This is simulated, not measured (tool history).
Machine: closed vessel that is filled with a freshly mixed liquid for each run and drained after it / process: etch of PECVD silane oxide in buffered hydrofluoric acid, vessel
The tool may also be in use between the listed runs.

run	day	temperature setpoint of the liquid (C)	parts of 40 % ammonium fluoride to one part of 49 % hydrofluoric acid (parts by volume)	time in the liquid (s)	thickness taken off the PECVD silane oxide on a monitor wafer (Å)
1	0	24	19.5	30	516.78
2	0.338	23	19.5	30	487.36
3	0.671	23	19.5	30	495.65
4	1.004	23	14	30	680.86
5	1.379	25	14	30	761.72
6	1.517	25	8.5	30	1195.2
7	1.829	23.5	10	30	964.98
8	1.958	22.5	11.5	30	800.63

What will run 9 give?
9	2.329	21.5	12.5	30	?

Run 9 gave thickness taken off the PECVD silane oxide on a monitor wafer (Å) 697.22.
